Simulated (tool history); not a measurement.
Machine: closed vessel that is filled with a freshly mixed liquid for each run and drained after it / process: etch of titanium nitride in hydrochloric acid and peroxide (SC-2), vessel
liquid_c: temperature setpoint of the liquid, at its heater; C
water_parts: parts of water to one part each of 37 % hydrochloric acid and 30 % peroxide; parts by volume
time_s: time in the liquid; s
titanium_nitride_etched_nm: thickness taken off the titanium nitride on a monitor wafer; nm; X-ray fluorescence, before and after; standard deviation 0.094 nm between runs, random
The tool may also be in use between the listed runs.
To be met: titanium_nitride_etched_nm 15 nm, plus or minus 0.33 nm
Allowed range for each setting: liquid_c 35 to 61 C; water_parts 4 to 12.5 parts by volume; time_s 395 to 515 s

run	day	liquid_c	water_parts	time_s	titanium_nitride_etched_nm
1	0	45	7	515	8.3472
2	0.267	47	7	515	9.712
3	0.408	48.5	7	515	10.616
4	0.521	48.5	5	515	13.737
5	0.742	42.5	5	515	9.0196
6	0.821	44.5	5	515	10.5
7	0.904	46	5	515	11.603
8	1.267	47	5	515	12.504

4 next moves are on the table. One of them brings every result within its allowed miss. Which?
A	1.629	49.5	4	475	?
B	1.629	51	5	475	?
C	1.629	49	4	500	?
D	1.629	51.5	5	490	?

move	titanium_nitride_etched_nm
A	15.863
B	15.025
C	16.148
D	16.02
A: carries the result that was furthest off beyond its target, to the other side
B: hits every target within its allowed miss
C: carries the result that was furthest off beyond its target, to the other side
D: carries the result that was furthest off beyond its target, to the other side
Move B is the one to make.
